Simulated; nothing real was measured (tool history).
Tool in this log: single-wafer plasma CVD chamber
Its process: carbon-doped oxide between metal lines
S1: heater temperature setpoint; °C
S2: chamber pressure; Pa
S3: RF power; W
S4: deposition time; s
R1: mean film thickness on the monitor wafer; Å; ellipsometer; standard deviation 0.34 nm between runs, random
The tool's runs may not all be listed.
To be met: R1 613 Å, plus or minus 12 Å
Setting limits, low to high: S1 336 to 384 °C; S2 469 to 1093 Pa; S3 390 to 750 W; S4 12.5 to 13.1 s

run,hour,S1,S2,S3,S4,R1
1,0,360,781,570,13.1,754.21
2,2.1,364,781,570,13.1,745.03
3,4.5,371,781,570,13.1,733.06
4,8.9,371,771,555,13.1,722.08
5,16.9,371,771,480,13.1,644.1
6,22.9,371,771,520,13.1,683.38
7,23.6,371,771,520,13.1,687.92
8,28.2,371,765,510,13.1,682.3
9,32.6,371,765,500,13.1,671.4
10,35.3,371,764,495,13.1,667.84
11,38.9,376,660,430,13,561.28
12,45.2,375,672,430,13,569.01

4 candidate next runs follow, results not yet known. Just one meets every target within its allowed miss. Identify it.
A,51.5,379,711,475,12.9,?
B,51.5,375,689,410,13.1,?
C,51.5,373,752,395,12.5,?
D,51.5,373,732,470,13.1,?

move,R1
A,612.94
B,554.08
C,525.18
D,630.71
A: every result within its allowed miss
B: misses by more than the last run did
C: misses by more than the last run did
D: moves the result that the last run missed by most past its target, out the other side
A meets every target.
